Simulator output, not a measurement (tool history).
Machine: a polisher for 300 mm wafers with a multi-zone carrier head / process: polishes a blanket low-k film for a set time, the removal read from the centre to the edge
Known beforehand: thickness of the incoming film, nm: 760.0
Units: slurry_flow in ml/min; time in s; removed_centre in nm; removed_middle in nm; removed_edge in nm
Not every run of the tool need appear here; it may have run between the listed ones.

run 1 hour=0 | slurry_flow=255 centre_zone=1 middle_zone=1 edge_zone=1 slurry_solids=1 time=32 | removed_centre=11.56 removed_middle=11.731 removed_edge=11.712
run 2 hour=4.6 | slurry_flow=265 centre_zone=1.04 middle_zone=1.04 edge_zone=1 slurry_solids=1.05 time=32 | removed_centre=12.441 removed_middle=12.223 removed_edge=12.099
run 3 hour=13.5 | slurry_flow=265 centre_zone=1.04 middle_zone=1.04 edge_zone=1.08 slurry_solids=1.05 time=32 | removed_centre=12.269 removed_middle=12.402 removed_edge=12.709
run 4 hour=17.6 | slurry_flow=275 centre_zone=1.06 middle_zone=1.08 edge_zone=1.05 slurry_solids=1.1 time=32 | removed_centre=12.97 removed_middle=12.832 removed_edge=12.448
run 5 hour=24.8 | slurry_flow=275 centre_zone=1.14 middle_zone=1.08 edge_zone=1.05 slurry_solids=1.1 time=32 | removed_centre=13.725 removed_middle=13.115 removed_edge=12.847
run 6 hour=25.9 | slurry_flow=275 centre_zone=1.14 middle_zone=1.08 edge_zone=1.05 slurry_solids=1.1 time=37 | removed_centre=15.939 removed_middle=14.679 removed_edge=14.897
run 7 hour=34.7 | slurry_flow=275 centre_zone=1.13 middle_zone=1.1 edge_zone=1.02 slurry_solids=1.1 time=37 | removed_centre=15.93 removed_middle=14.995 removed_edge=14.691
run 8 hour=37.9 | slurry_flow=280 centre_zone=1.12 middle_zone=1.11 edge_zone=0.99 slurry_solids=1.05 time=37 | removed_centre=15.191 removed_middle=14.87 removed_edge=14.042
run 9 hour=38.7 | slurry_flow=285 centre_zone=1.13 middle_zone=1.12 edge_zone=0.96 slurry_solids=1.05 time=37 | removed_centre=15.574 removed_middle=15.138 removed_edge=13.955
run 10 hour=47.3 | slurry_flow=285 centre_zone=1.13 middle_zone=1.12 edge_zone=0.94 slurry_solids=1.05 time=37 | removed_centre=15.516 removed_middle=15.227 removed_edge=13.831
run 11 hour=49.7 | slurry_flow=285 centre_zone=1.13 middle_zone=1.12 edge_zone=0.92 slurry_solids=1.05 time=37 | removed_centre=15.725 removed_middle=15.249 removed_edge=13.643

Run 12 comes next. What will it give?
run 12 hour=52.4 | slurry_flow=280 centre_zone=1.12 middle_zone=1.12 edge_zone=0.91 slurry_solids=1.05 time=37 | removed_centre=? removed_middle=? removed_edge=?

removed_centre: 15.275 nm
removed_middle: 15.106 nm
removed_edge: 13.463 nm
